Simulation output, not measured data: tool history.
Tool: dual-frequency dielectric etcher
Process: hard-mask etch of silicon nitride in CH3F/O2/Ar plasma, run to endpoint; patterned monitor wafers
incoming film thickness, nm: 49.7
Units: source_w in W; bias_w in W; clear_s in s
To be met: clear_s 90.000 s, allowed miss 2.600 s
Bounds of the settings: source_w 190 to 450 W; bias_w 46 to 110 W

run 1 hour=0.0 | source_w=320 bias_w=78 | clear_s=80.468
run 2 hour=4.0 | source_w=310 bias_w=77 | clear_s=79.952
run 3 hour=10.6 | source_w=350 bias_w=77 | clear_s=76.776
run 4 hour=16.5 | source_w=350 bias_w=83 | clear_s=75.540
run 5 hour=24.9 | source_w=330 bias_w=80 | clear_s=78.504
run 6 hour=27.9 | source_w=310 bias_w=78 | clear_s=80.272
run 7 hour=30.4 | source_w=290 bias_w=76 | clear_s=83.960
run 8 hour=34.5 | source_w=280 bias_w=75 | clear_s=84.828

4 next moves are on the table. One of them brings every result within its allowed miss. Which?
run A hour=38.6 | source_w=250 bias_w=78 | clear_s=?
run B hour=38.6 | source_w=310 bias_w=73 | clear_s=?
run C hour=38.6 | source_w=290 bias_w=76 | clear_s=?
run D hour=38.6 | source_w=230 bias_w=68 | clear_s=?

move=A clear_s=89.422
move=B clear_s=83.024
move=C clear_s=84.303
move=D clear_s=98.039
A: meets every target
B: further off than the last run
C: further off than the last run
D: takes the result that was furthest off past its target
Answer: A
